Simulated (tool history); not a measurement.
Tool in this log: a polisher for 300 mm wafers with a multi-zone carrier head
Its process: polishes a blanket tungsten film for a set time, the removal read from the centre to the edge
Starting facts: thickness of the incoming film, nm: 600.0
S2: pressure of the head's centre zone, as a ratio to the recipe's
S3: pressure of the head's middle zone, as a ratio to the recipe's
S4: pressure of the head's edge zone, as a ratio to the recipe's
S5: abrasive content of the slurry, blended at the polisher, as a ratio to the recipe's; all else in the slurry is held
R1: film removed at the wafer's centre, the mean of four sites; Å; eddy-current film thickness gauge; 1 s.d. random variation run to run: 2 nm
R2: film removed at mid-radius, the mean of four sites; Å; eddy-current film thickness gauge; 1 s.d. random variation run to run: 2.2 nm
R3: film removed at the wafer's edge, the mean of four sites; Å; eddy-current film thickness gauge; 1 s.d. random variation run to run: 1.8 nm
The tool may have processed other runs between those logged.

Run 1, hour 0: flow of slurry (ml/min) 130, S2 1, S3 1, S4 1, S5 1, polishing time (s) 68. Result: R1 1816.2 Å, R2 1900.2 Å, R3 1980.7 Å.
Run 2, hour 2.4: flow of slurry (ml/min) 130, S2 1, S3 1, S4 1, S5 0.85, polishing time (s) 68. Result: R1 1707.2 Å, R2 1796.2 Å, R3 1898.8 Å.
Run 3, hour 4.4: flow of slurry (ml/min) 145, S2 1, S3 1, S4 1, S5 0.85, polishing time (s) 68. Result: R1 1851.9 Å, R2 1900.1 Å, R3 1943.7 Å.
Run 4, hour 10.3: flow of slurry (ml/min) 160, S2 1.03, S3 1, S4 1.04, S5 0.9, polishing time (s) 68. Result: R1 1981.4 Å, R2 1967.4 Å, R3 2063.2 Å.
Run 5, hour 17.8: flow of slurry (ml/min) 135, S2 1.03, S3 1, S4 1.04, S5 0.9, polishing time (s) 68. Result: R1 1847.8 Å, R2 1862.2 Å, R3 1979.8 Å.
Run 6, hour 25.7: flow of slurry (ml/min) 135, S2 1.03, S3 1.05, S4 1.04, S5 0.9, polishing time (s) 68. Result: R1 1835.2 Å, R2 1939.6 Å, R3 1972.9 Å.
Run 7, hour 31.6: flow of slurry (ml/min) 155, S2 1.07, S3 1.05, S4 1.06, S5 0.95, polishing time (s) 68. Result: R1 2071.1 Å, R2 2043.8 Å, R3 2079.9 Å.
Run 8, hour 40.5: flow of slurry (ml/min) 170, S2 1.09, S3 1.05, S4 1.07, S5 0.95, polishing time (s) 68. Result: R1 2160.4 Å, R2 2111.8 Å, R3 2155.4 Å.

Predict the results of run 9:
Run 9, hour 48.2: flow of slurry (ml/min) 180, S2 1.12, S3 1.05, S4 1.07, S5 0.95, polishing time (s) 68. Result: R1 ?, R2 ?, R3 ?.

Run 9 produced R1 2291.7 Å, R2 2141.7 Å, R3 2188 Å.
